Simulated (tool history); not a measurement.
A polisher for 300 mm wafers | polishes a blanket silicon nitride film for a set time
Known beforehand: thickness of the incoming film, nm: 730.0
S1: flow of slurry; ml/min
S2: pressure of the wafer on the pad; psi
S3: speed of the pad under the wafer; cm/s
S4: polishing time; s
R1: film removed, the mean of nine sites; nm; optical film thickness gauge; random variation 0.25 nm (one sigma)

Run 1, day 0: S1 135 ml/min, S2 2.5 psi, S3 90 cm/s, S4 55 s. Result: R1 53.938 nm.
Run 2, day 0.258: S1 130 ml/min, S2 2 psi, S3 80 cm/s, S4 54 s. Result: R1 38.815 nm.
Run 3, day 0.588: S1 150 ml/min, S2 2 psi, S3 80 cm/s, S4 54 s. Result: R1 39.751 nm.
Run 4, day 0.896: S1 150 ml/min, S2 1.7 psi, S3 74 cm/s, S4 54 s. Result: R1 32.246 nm.
Run 5, day 1.104: S1 150 ml/min, S2 1.5 psi, S3 72 cm/s, S4 54 s. Result: R1 27.665 nm.
Run 6, day 1.346: S1 150 ml/min, S2 1.5 psi, S3 72 cm/s, S4 55 s. Result: R1 28.614 nm.
Run 7, day 1.454: S1 150 ml/min, S2 1.4 psi, S3 70 cm/s, S4 55 s. Result: R1 26.036 nm.

Expected results for the next run?
Run 8, day 1.671: S1 135 ml/min, S2 1.1 psi, S3 70 cm/s, S4 55 s. Result: R1 ?.

For run 8 the tool returned R1 20.112 nm.

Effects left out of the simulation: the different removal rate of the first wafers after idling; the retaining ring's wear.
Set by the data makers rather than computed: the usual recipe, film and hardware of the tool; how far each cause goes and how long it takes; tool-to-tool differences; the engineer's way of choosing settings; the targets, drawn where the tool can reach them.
